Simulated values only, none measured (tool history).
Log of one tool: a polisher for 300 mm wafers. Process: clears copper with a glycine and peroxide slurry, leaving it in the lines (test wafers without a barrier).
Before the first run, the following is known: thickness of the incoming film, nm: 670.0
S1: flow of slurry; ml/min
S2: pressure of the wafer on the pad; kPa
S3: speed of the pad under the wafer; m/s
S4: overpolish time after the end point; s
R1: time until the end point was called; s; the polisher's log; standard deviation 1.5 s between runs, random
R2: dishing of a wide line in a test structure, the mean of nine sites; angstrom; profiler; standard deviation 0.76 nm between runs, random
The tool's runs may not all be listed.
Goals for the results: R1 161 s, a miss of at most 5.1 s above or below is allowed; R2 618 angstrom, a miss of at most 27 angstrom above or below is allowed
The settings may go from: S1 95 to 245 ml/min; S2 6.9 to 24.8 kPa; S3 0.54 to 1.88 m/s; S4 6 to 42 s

run 1 hour=0 | S1=155 S2=15.9 S3=1.2 S4=21 | R1=113.54 R2=744.62
run 2 hour=8 | S1=150 S2=14.5 S3=1.2 S4=22 | R1=118.14 R2=731.75
run 3 hour=13.1 | S1=150 S2=14.5 S3=1.2 S4=19 | R1=121.07 R2=660.21
run 4 hour=16.2 | S1=170 S2=14.5 S3=1.2 S4=19 | R1=119.43 R2=675.93
run 5 hour=20.2 | S1=170 S2=16.5 S3=1.2 S4=19 | R1=108.49 R2=722.61
run 6 hour=27 | S1=165 S2=14.5 S3=1.18 S4=20 | R1=120.61 R2=700.82
run 7 hour=32 | S1=155 S2=13.1 S3=1.18 S4=21 | R1=128.99 R2=683.46
run 8 hour=34.5 | S1=150 S2=11.7 S3=1.18 S4=21 | R1=133.97 R2=648.53
run 9 hour=41.8 | S1=150 S2=11.7 S3=1.18 S4=21 | R1=136.64 R2=649.98
run 10 hour=44.7 | S1=145 S2=11 S3=1.18 S4=22 | R1=138.15 R2=648.78
run 11 hour=49.1 | S1=145 S2=10.3 S3=1.18 S4=23 | R1=141.45 R2=665.88
run 12 hour=56.6 | S1=140 S2=9.7 S3=1.18 S4=23 | R1=147.07 R2=649.75

Which single option among these 5 for the next run brings every result within its allowed miss of target? Just one does.
run A hour=64.1 | S1=115 S2=11 S3=0.9 S4=22 | R1=? R2=?
run B hour=64.1 | S1=145 S2=8.3 S3=1.02 S4=25 | R1=? R2=?
run C hour=64.1 | S1=135 S2=6.9 S3=1.22 S4=24 | R1=? R2=?
run D hour=64.1 | S1=155 S2=7.6 S3=1.04 S4=22 | R1=? R2=?
run E hour=64.1 | S1=200 S2=10.3 S3=0.94 S4=26 | R1=? R2=?

move=A R1=176.97 R2=562.16
move=B R1=173.77 R2=617.54
move=C R1=163.22 R2=617.01
move=D R1=174.84 R2=557.64
move=E R1=163.32 R2=671.84
A: takes the result that was furthest off past its target
B: takes the result that was furthest off past its target
C: hits every target within its allowed miss
D: takes the result that was furthest off past its target
E: gets the furthest-off result to its target, but another result is out of tolerance
The right move is C.
